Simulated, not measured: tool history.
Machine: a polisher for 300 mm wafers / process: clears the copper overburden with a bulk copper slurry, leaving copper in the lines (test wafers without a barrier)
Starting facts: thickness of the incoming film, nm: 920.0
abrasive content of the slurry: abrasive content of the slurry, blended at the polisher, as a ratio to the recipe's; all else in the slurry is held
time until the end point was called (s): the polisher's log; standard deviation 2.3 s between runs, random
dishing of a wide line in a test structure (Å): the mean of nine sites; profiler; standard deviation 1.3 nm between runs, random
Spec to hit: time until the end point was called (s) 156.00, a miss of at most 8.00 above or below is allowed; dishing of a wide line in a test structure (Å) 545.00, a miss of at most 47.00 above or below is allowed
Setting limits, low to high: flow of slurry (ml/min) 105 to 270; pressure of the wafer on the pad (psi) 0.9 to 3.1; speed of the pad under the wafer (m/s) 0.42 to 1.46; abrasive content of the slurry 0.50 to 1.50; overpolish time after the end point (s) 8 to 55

| run | hour | flow of slurry (ml/min) | pressure of the wafer on the pad (psi) | speed of the pad under the wafer (m/s) | abrasive content of the slurry | overpolish time after the end point (s) | time until the end point was called (s) | dishing of a wide line in a test structure (Å) |
|---|---|---|---|---|---|---|---|---|
| 1 | 0.0 | 175 | 2.0 | 0.94 | 1.00 | 28 | 162.60 | 804.85 |
| 2 | 1.6 | 175 | 2.0 | 0.96 | 1.00 | 24 | 158.04 | 741.08 |
| 3 | 2.4 | 175 | 2.0 | 0.96 | 1.00 | 21 | 161.65 | 708.94 |
| 4 | 7.0 | 175 | 2.0 | 0.96 | 0.80 | 21 | 167.06 | 660.22 |
| 5 | 8.7 | 175 | 2.0 | 0.74 | 0.80 | 21 | 217.02 | 553.64 |
| 6 | 14.5 | 175 | 2.0 | 0.74 | 0.80 | 16 | 217.54 | 465.11 |
| 7 | 23.2 | 175 | 2.1 | 0.74 | 0.80 | 15 | 205.72 | 469.50 |
| 8 | 29.0 | 175 | 2.2 | 0.74 | 0.80 | 15 | 199.38 | 460.60 |
| 9 | 34.2 | 175 | 2.3 | 0.74 | 0.80 | 16 | 191.23 | 495.81 |
| 10 | 40.4 | 175 | 2.4 | 0.74 | 0.80 | 16 | 179.56 | 527.38 |
| 11 | 41.3 | 175 | 2.4 | 0.74 | 0.80 | 16 | 177.77 | 532.20 |
| 12 | 45.9 | 175 | 2.5 | 0.74 | 0.80 | 15 | 167.92 | 528.38 |
| 13 | 47.6 | 175 | 2.6 | 0.74 | 0.80 | 15 | 167.96 | 534.87 |

Of the 4 settings listed for the next run, only one would bring every result within its allowed miss of target. Which one?
| A | 49.3 | 175 | 2.1 | 0.80 | 0.90 | 16 | ? | ? |
| B | 49.3 | 140 | 2.8 | 0.62 | 0.65 | 19 | ? | ? |
| C | 49.3 | 190 | 3.0 | 0.70 | 0.75 | 13 | ? | ? |
| D | 49.3 | 165 | 2.4 | 0.76 | 0.85 | 19 | ? | ? |

| move | time until the end point was called (s) | dishing of a wide line in a test structure (Å) |
|---|---|---|
| A | 189.37 | 506.52 |
| B | 199.78 | 568.47 |
| C | 154.65 | 522.09 |
| D | 178.01 | 606.03 |
A: moves away from the targets compared with the last run
B: moves away from the targets compared with the last run
C: every result within its allowed miss
D: moves away from the targets compared with the last run
The move that meets every target is C.

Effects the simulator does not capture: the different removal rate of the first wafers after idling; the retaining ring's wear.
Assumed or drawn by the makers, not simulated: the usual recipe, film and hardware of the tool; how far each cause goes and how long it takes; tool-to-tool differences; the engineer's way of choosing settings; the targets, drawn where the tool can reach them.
